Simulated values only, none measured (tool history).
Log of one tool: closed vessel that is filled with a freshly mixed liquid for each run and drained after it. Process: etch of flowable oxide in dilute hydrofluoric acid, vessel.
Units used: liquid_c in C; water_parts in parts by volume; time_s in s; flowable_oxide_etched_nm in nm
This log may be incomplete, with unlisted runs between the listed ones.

run  hour  liquid_c  water_parts  time_s  flowable_oxide_etched_nm
  1     0        23          165      85                    12.205
  2   9.3      23.5          165      85                     12.42
  3  14.9        21          165      85                    11.217
  4  18.6        18          165      85                    9.8156
  5  23.7        17          165      85                    9.5532
  6    25        17          215      85                    7.0017
  7  26.2        19          210      85                    7.8057
  8  31.4        23          175      85                    11.483
  9  37.1      23.5          175      85                    11.611
 10  43.5        24          175      85                    11.734
 11  50.3      24.5          175      85                    12.098
 12  54.2        25          175      85                    12.301
 13  56.7      25.5          175      85                    12.384
 14  65.3      25.5          175      85                    12.314

Forecast run 15:
 15  67.7        26          175      85                         ?

flowable_oxide_etched_nm: 12.87 nm
